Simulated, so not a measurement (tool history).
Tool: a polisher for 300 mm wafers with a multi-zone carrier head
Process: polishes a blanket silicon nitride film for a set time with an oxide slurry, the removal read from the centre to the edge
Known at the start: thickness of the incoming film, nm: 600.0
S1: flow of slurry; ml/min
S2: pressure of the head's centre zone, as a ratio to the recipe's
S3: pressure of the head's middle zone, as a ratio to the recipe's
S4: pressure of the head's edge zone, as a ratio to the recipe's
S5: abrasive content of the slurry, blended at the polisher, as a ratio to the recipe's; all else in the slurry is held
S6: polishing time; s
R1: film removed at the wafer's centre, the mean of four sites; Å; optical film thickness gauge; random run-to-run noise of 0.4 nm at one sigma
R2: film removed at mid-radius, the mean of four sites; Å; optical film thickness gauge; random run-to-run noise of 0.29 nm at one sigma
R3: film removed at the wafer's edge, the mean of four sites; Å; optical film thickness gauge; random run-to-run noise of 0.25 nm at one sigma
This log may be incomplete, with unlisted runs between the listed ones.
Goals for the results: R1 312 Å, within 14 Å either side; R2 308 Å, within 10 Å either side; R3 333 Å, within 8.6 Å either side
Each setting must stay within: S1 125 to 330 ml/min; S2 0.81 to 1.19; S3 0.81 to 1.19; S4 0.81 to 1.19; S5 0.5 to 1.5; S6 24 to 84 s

{"run": 1, "hour": 0.0, "S1": 210, "S2": 1, "S3": 1, "S4": 1, "S5": 1, "S6": 54, "R1": 271.02, "R2": 273.42, "R3": 266.06}
{"run": 2, "hour": 5.1, "S1": 215, "S2": 1, "S3": 1, "S4": 1.02, "S5": 1, "S6": 54, "R1": 270.71, "R2": 274.03, "R3": 262.89}
{"run": 3, "hour": 10.1, "S1": 210, "S2": 0.99, "S3": 0.99, "S4": 1.02, "S5": 1.05, "S6": 54, "R1": 278.36, "R2": 271.55, "R3": 267.87}
{"run": 4, "hour": 14.1, "S1": 210, "S2": 1.07, "S3": 0.99, "S4": 1.02, "S5": 1.05, "S6": 54, "R1": 288.53, "R2": 275.22, "R3": 269.66}
{"run": 5, "hour": 18.5, "S1": 210, "S2": 1.05, "S3": 0.99, "S4": 1.04, "S5": 1.1, "S6": 54, "R1": 293.48, "R2": 279.22, "R3": 276.82}
{"run": 6, "hour": 23.2, "S1": 210, "S2": 1.05, "S3": 1.04, "S4": 1.04, "S5": 1.1, "S6": 54, "R1": 303.91, "R2": 283.57, "R3": 275.4}
{"run": 7, "hour": 31.2, "S1": 260, "S2": 0.99, "S3": 0.96, "S4": 1.14, "S5": 1.3, "S6": 54, "R1": 302.33, "R2": 298.91, "R3": 315.09}
{"run": 8, "hour": 34.3, "S1": 260, "S2": 0.99, "S3": 0.96, "S4": 1.15, "S5": 1.3, "S6": 54, "R1": 300.37, "R2": 300.29, "R3": 315.35}

Which one of the following 4 next-run settings gets every result inside its allowed miss? There is exactly one.
{"run": "A", "hour": 37.4, "S1": 255, "S2": 0.86, "S3": 0.92, "S4": 1.19, "S5": 1.5, "S6": 56, "R1": "?", "R2": "?", "R3": "?"}
{"run": "B", "hour": 37.4, "S1": 210, "S2": 0.87, "S3": 0.97, "S4": 1.19, "S5": 1.35, "S6": 57, "R1": "?", "R2": "?", "R3": "?"}
{"run": "C", "hour": 37.4, "S1": 205, "S2": 0.86, "S3": 0.81, "S4": 1.19, "S5": 1.05, "S6": 66, "R1": "?", "R2": "?", "R3": "?"}
{"run": "D", "hour": 37.4, "S1": 265, "S2": 0.95, "S3": 0.94, "S4": 1.14, "S5": 1.35, "S6": 56, "R1": "?", "R2": "?", "R3": "?"}

move=A R1=289.62 R2=307.73 R3=349.99
move=B R1=279.7 R2=307.8 R3=336.94
move=C R1=290.85 R2=279.4 R3=356.13
move=D R1=310.66 R2=303.65 R3=331.41
A: the result that was furthest off in the last run now lies on the other side of its target
B: the worst result of the last run now meets its target, but another is out of spec
C: the result that was furthest off in the last run now lies on the other side of its target
D: hits every target within its allowed miss
Go with D: it meets all targets.
